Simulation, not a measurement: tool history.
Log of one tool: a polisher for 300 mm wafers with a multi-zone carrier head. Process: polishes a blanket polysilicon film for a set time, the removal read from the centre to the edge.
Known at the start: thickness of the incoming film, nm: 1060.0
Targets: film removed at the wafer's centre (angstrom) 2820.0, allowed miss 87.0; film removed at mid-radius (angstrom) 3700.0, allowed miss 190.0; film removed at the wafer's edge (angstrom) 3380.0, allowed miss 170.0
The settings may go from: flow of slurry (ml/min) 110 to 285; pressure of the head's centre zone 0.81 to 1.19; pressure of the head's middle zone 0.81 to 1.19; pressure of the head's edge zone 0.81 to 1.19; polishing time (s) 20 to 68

| run | hour | flow of slurry (ml/min) | pressure of the head's centre zone | pressure of the head's middle zone | pressure of the head's edge zone | polishing time (s) | film removed at the wafer's centre (angstrom) | film removed at mid-radius (angstrom) | film removed at the wafer's edge (angstrom) |
|---|---|---|---|---|---|---|---|---|---|
| 1 | 0.0 | 180 | 1.00 | 1.00 | 1.00 | 44 | 4520.2 | 4561.0 | 4337.5 |
| 2 | 6.2 | 180 | 1.00 | 1.00 | 1.00 | 39 | 4004.2 | 3994.0 | 3819.8 |
| 3 | 11.4 | 165 | 0.94 | 1.02 | 1.00 | 38 | 3671.7 | 3878.8 | 3734.5 |
| 4 | 17.1 | 165 | 0.94 | 1.02 | 1.00 | 33 | 3177.9 | 3345.9 | 3260.0 |
| 5 | 24.4 | 160 | 0.90 | 1.06 | 1.01 | 33 | 2993.6 | 3481.4 | 3293.1 |
| 6 | 31.7 | 160 | 0.90 | 1.06 | 1.06 | 33 | 3052.3 | 3517.9 | 3271.5 |
| 7 | 32.4 | 155 | 0.87 | 1.07 | 1.06 | 34 | 2957.6 | 3622.7 | 3374.5 |
| 8 | 36.6 | 155 | 0.87 | 1.07 | 1.06 | 34 | 2998.7 | 3526.5 | 3399.3 |

5 next moves are on the table. One of them brings every result within its allowed miss. Which?
| A | 40.8 | 140 | 0.82 | 1.06 | 1.09 | 32 | ? | ? | ? |
| B | 40.8 | 170 | 0.97 | 1.19 | 1.03 | 32 | ? | ? | ? |
| C | 40.8 | 140 | 0.86 | 1.07 | 1.08 | 37 | ? | ? | ? |
| D | 40.8 | 145 | 0.83 | 1.14 | 1.06 | 34 | ? | ? | ? |
| E | 40.8 | 150 | 1.00 | 1.13 | 1.07 | 33 | ? | ? | ? |

| move | film removed at the wafer's centre (angstrom) | film removed at mid-radius (angstrom) | film removed at the wafer's edge (angstrom) |
|---|---|---|---|
| A | 2570.4 | 3190.6 | 3149.2 |
| B | 3159.8 | 3636.5 | 3128.7 |
| C | 3118.6 | 3718.0 | 3624.0 |
| D | 2785.5 | 3630.2 | 3310.8 |
| E | 3283.6 | 3514.0 | 3242.5 |
A: takes the result that was furthest off past its target
B: further off than the last run
C: further off than the last run
D: meets every target
E: further off than the last run
Move D is the one to make.
